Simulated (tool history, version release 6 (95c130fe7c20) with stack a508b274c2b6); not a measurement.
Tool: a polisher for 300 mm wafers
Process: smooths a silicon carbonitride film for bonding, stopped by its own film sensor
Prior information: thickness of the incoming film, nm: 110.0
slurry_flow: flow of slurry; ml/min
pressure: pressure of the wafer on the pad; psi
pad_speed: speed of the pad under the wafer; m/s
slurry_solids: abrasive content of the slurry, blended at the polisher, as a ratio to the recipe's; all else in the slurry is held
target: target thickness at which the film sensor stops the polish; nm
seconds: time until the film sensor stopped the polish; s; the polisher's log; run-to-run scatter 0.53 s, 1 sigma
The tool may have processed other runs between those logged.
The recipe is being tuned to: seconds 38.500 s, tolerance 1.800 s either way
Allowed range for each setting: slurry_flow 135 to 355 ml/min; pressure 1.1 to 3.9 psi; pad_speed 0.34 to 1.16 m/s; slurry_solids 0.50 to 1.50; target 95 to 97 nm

{"run": 1, "hour": 0.0, "slurry_flow": 225, "pressure": 2.5, "pad_speed": 0.74, "slurry_solids": 1.0, "target": 95, "seconds": 56.523}
{"run": 2, "hour": 4.8, "slurry_flow": 225, "pressure": 2.7, "pad_speed": 0.74, "slurry_solids": 1.0, "target": 95, "seconds": 52.959}
{"run": 3, "hour": 7.3, "slurry_flow": 225, "pressure": 2.9, "pad_speed": 0.74, "slurry_solids": 1.0, "target": 95, "seconds": 50.137}
{"run": 4, "hour": 8.5, "slurry_flow": 225, "pressure": 3.1, "pad_speed": 0.74, "slurry_solids": 1.0, "target": 95, "seconds": 46.624}
{"run": 5, "hour": 9.3, "slurry_flow": 225, "pressure": 3.2, "pad_speed": 0.74, "slurry_solids": 1.0, "target": 95, "seconds": 45.204}
{"run": 6, "hour": 12.3, "slurry_flow": 225, "pressure": 3.3, "pad_speed": 0.74, "slurry_solids": 1.0, "target": 95, "seconds": 43.931}
{"run": 7, "hour": 18.6, "slurry_flow": 225, "pressure": 3.4, "pad_speed": 0.74, "slurry_solids": 1.0, "target": 95, "seconds": 42.562}
{"run": 8, "hour": 23.6, "slurry_flow": 225, "pressure": 3.5, "pad_speed": 0.74, "slurry_solids": 1.0, "target": 95, "seconds": 41.302}
{"hour": 24.1, "done": "head pressure recalibrated"}
{"run": 9, "hour": 24.1, "slurry_flow": 225, "pressure": 3.6, "pad_speed": 0.74, "slurry_solids": 1.0, "target": 95, "seconds": 43.486}

Which single option among these 5 for the next run brings every result within its allowed miss of target? Just one does.
{"run": "A", "hour": 24.6, "slurry_flow": 255, "pressure": 3.5, "pad_speed": 0.56, "slurry_solids": 1.25, "target": 95, "seconds": "?"}
{"run": "B", "hour": 24.6, "slurry_flow": 245, "pressure": 3.5, "pad_speed": 0.66, "slurry_solids": 0.95, "target": 97, "seconds": "?"}
{"run": "C", "hour": 24.6, "slurry_flow": 210, "pressure": 3.7, "pad_speed": 0.62, "slurry_solids": 1.0, "target": 95, "seconds": "?"}
{"run": "D", "hour": 24.6, "slurry_flow": 280, "pressure": 3.7, "pad_speed": 0.64, "slurry_solids": 0.75, "target": 95, "seconds": "?"}
{"run": "E", "hour": 24.6, "slurry_flow": 200, "pressure": 3.9, "pad_speed": 0.78, "slurry_solids": 1.05, "target": 95, "seconds": "?"}

move=A seconds=49.477
move=B seconds=42.819
move=C seconds=48.671
move=D seconds=53.897
move=E seconds=37.766
A: misses by more than the last run did
B: gains on the last run, yet a result remains outside its allowed miss
C: misses by more than the last run did
D: misses by more than the last run did
E: every result lands within tolerance
So the answer is move E, the one that meets all the targets.

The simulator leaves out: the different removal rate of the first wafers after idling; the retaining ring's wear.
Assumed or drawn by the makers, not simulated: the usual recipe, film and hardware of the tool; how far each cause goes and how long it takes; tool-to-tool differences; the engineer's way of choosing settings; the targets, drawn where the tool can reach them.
